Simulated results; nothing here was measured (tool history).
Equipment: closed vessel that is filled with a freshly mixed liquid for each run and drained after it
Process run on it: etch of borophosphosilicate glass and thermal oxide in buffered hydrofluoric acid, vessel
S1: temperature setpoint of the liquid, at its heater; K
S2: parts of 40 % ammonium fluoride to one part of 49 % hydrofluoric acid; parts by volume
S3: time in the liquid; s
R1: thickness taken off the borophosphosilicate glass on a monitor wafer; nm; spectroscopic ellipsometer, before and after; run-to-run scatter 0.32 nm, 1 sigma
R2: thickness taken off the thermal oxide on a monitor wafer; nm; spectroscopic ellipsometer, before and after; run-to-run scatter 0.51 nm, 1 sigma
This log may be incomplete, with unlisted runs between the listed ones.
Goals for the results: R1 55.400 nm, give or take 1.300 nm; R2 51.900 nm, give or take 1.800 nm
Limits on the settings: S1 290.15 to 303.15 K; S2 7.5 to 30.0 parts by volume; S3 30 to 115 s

run	day	S1	S2	S3	R1	R2
1	0.000	295.15	22.0	60	35.405	33.264
2	0.342	295.15	27.5	60	30.254	28.035
3	0.729	293.15	27.5	60	27.035	25.154
4	0.775	294.15	27.0	60	29.235	27.032
5	0.917	295.15	26.5	60	31.117	29.559
6	1.000	295.15	26.5	75	39.017	36.724
7	1.292	295.65	26.5	75	40.018	38.444
8	1.658	296.15	26.0	75	41.528	39.373
9	1.692	296.65	26.0	75	43.165	40.575
10	1.846	297.15	26.0	75	44.213	41.724
11	2.150	297.65	26.0	75	45.110	42.982
12	2.304	298.15	26.0	75	46.471	43.033
13	2.467	299.65	24.5	75	52.613	48.713
14	2.512	301.15	24.5	75	56.977	52.736

Which one of the following 5 next-run settings gets every result inside its allowed miss? There is exactly one.
A	2.558	303.15	17.5	50	?	?
B	2.558	300.65	18.5	65	?	?
C	2.558	298.15	24.0	90	?	?
D	2.558	298.15	26.0	95	?	?
E	2.558	302.15	30.0	75	?	?

move	R1	R2
A	55.694	52.046
B	60.089	56.100
C	59.425	55.453
D	59.355	55.398
E	52.628	49.222
A: all results in spec
B: further off than the last run
C: further off than the last run
D: further off than the last run
E: takes the biggest miss from the last run beyond its target
So the answer is move A, the one that meets all the targets.
